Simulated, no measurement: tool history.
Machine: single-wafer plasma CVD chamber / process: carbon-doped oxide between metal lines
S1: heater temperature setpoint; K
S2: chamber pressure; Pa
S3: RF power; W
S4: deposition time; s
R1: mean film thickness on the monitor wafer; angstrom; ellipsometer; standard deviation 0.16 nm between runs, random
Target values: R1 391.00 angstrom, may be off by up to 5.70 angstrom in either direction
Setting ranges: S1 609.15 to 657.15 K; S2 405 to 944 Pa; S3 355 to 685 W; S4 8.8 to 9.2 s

| run | hour | S1 | S2 | S3 | S4 | R1 |
|---|---|---|---|---|---|---|
| 1 | 0.0 | 633.15 | 675 | 520 | 9.2 | 466.20 |
| 2 | 1.6 | 635.15 | 644 | 510 | 9.2 | 458.26 |
| 3 | 7.9 | 635.15 | 644 | 510 | 9.2 | 458.06 |
| 4 | 13.3 | 635.15 | 644 | 580 | 9.2 | 485.70 |
| 5 | 14.5 | 637.15 | 616 | 555 | 9.2 | 475.73 |
| 6 | 21.5 | 637.15 | 616 | 555 | 8.8 | 449.62 |
| 7 | 22.0 | 639.15 | 588 | 545 | 8.8 | 445.31 |
| 8 | 28.1 | 641.15 | 565 | 535 | 8.8 | 435.44 |
| 9 | 36.6 | 643.15 | 544 | 530 | 8.8 | 426.15 |

Which one of the following 4 next-run settings gets every result inside its allowed miss? There is exactly one.
| A | 45.1 | 643.15 | 516 | 430 | 8.9 | ? |
| B | 45.1 | 643.15 | 601 | 525 | 8.9 | ? |
| C | 45.1 | 644.15 | 689 | 425 | 9.0 | ? |
| D | 45.1 | 642.15 | 523 | 545 | 9.1 | ? |

| move | R1 |
|---|---|
| A | 391.38 |
| B | 436.27 |
| C | 408.09 |
| D | 446.46 |
A: meets every target
B: misses by more than the last run did
C: closer than the last run, but not yet in spec
D: misses by more than the last run did
So the answer is move A, the one that meets all the targets.
